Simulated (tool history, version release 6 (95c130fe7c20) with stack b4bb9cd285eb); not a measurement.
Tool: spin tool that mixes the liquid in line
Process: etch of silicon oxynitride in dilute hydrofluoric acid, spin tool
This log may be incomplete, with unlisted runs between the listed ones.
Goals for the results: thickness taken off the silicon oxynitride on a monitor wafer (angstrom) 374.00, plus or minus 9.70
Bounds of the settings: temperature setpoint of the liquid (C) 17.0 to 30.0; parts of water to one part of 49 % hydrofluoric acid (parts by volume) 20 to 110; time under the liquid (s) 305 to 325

| run | day | temperature setpoint of the liquid (C) | parts of water to one part of 49 % hydrofluoric acid (parts by volume) | time under the liquid (s) | thickness taken off the silicon oxynitride on a monitor wafer (angstrom) |
|---|---|---|---|---|---|
| 1 | 0.000 | 22.0 | 60 | 305 | 174.34 |
| 2 | 0.321 | 22.0 | 60 | 305 | 171.37 |
| 3 | 0.467 | 24.0 | 55 | 305 | 210.85 |
| 4 | 0.617 | 24.0 | 55 | 305 | 209.80 |
| 5 | 0.971 | 20.5 | 55 | 305 | 176.28 |
| 6 | 1.029 | 23.0 | 50 | 305 | 221.16 |
|  | 1.250 | thermometer replaced |
| 7 | 1.250 | 27.0 | 40 | 305 | 306.18 |
| 8 | 1.279 | 28.0 | 40 | 305 | 321.52 |

Exercise: of the 4 proposed moves below, exactly one satisfies all targets within the stated allowed misses. Which move is it?
| A | 1.308 | 28.0 | 35 | 325 | ? |
| B | 1.308 | 30.0 | 40 | 325 | ? |
| C | 1.308 | 27.0 | 40 | 305 | ? |
| D | 1.308 | 29.5 | 35 | 305 | ? |

| move | thickness taken off the silicon oxynitride on a monitor wafer (angstrom) |
|---|---|
| A | 389.83 |
| B | 373.30 |
| C | 303.81 |
| D | 392.91 |
A: takes the biggest miss from the last run beyond its target
B: each result inside its tolerance
C: its largest miss is bigger than the last run's
D: takes the biggest miss from the last run beyond its target
Go with B: it meets all targets.
